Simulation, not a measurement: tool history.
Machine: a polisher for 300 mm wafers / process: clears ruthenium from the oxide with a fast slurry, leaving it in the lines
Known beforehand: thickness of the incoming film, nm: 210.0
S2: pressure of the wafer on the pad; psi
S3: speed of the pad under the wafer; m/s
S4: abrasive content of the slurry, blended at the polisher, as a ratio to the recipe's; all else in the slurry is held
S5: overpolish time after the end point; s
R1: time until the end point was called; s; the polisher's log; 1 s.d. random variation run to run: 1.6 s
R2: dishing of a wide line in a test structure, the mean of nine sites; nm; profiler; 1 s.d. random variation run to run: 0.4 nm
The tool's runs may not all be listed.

Run 1, hour 0.0: flow of slurry (ml/min) 300, S2 2.1 psi, S3 0.96 m/s, S4 1.0, S5 15 s. Result: R1 94.740 s, R2 30.562 nm.
Run 2, hour 6.9: flow of slurry (ml/min) 300, S2 2.1 psi, S3 0.96 m/s, S4 1.0, S5 19 s. Result: R1 93.346 s, R2 38.235 nm.
Run 3, hour 14.6: flow of slurry (ml/min) 300, S2 2.1 psi, S3 0.96 m/s, S4 1.0, S5 22 s. Result: R1 93.335 s, R2 43.393 nm.
Run 4, hour 19.0: flow of slurry (ml/min) 300, S2 1.8 psi, S3 0.94 m/s, S4 1.0, S5 22 s. Result: R1 110.620 s, R2 38.299 nm.
Run 5, hour 24.0: flow of slurry (ml/min) 300, S2 1.8 psi, S3 0.94 m/s, S4 1.0, S5 26 s. Result: R1 109.040 s, R2 44.843 nm.
Run 6, hour 25.1: flow of slurry (ml/min) 300, S2 2.3 psi, S3 0.94 m/s, S4 1.0, S5 26 s. Result: R1 89.145 s, R2 55.089 nm.

Estimate the outcome of run 7 from the log above:
Run 7, hour 27.5: flow of slurry (ml/min) 300, S2 1.7 psi, S3 0.82 m/s, S4 1.0, S5 24 s. Result: R1 ?, R2 ?.

R1: 126.330 s
R2: 35.880 nm

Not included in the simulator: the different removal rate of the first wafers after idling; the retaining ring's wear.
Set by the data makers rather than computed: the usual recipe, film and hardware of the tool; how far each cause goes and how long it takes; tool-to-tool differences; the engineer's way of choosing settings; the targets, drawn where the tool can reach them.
